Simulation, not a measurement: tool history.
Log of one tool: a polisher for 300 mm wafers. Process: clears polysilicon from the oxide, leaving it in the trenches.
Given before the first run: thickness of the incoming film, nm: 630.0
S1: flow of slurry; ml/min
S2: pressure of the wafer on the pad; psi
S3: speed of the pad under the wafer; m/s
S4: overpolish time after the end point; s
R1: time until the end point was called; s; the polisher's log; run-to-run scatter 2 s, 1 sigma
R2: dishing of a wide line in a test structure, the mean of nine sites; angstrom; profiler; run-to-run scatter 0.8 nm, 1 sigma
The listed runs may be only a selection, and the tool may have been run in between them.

| run | day | S1 | S2 | S3 | S4 | R1 | R2 |
|---|---|---|---|---|---|---|---|
| 1 | 0 | 160 | 2.8 | 0.84 | 30 | 52.943 | 656.14 |
| 2 | 0.208 | 160 | 3.3 | 0.84 | 30 | 44.626 | 643.92 |
| 3 | 0.579 | 200 | 3.3 | 0.84 | 30 | 43.434 | 677.57 |
| 4 | 0.854 | 200 | 3.3 | 0.96 | 30 | 37.855 | 668.78 |
| 5 | 0.904 | 180 | 2.9 | 0.92 | 26 | 47.309 | 659.9 |
| 6 | 1.158 | 145 | 2.9 | 0.92 | 26 | 46.898 | 655.85 |
| 7 | 1.504 | 135 | 2.8 | 0.82 | 23 | 54.748 | 659.86 |
| 8 | 1.829 | 130 | 2.6 | 0.76 | 30 | 64.319 | 651.43 |

The next listed run, before its measurement:
| 9 | 2.038 | 95 | 1.8 | 0.66 | 16 | ? | ? |

Run 9 yielded R1 107.29 s, R2 476.69 angstrom.

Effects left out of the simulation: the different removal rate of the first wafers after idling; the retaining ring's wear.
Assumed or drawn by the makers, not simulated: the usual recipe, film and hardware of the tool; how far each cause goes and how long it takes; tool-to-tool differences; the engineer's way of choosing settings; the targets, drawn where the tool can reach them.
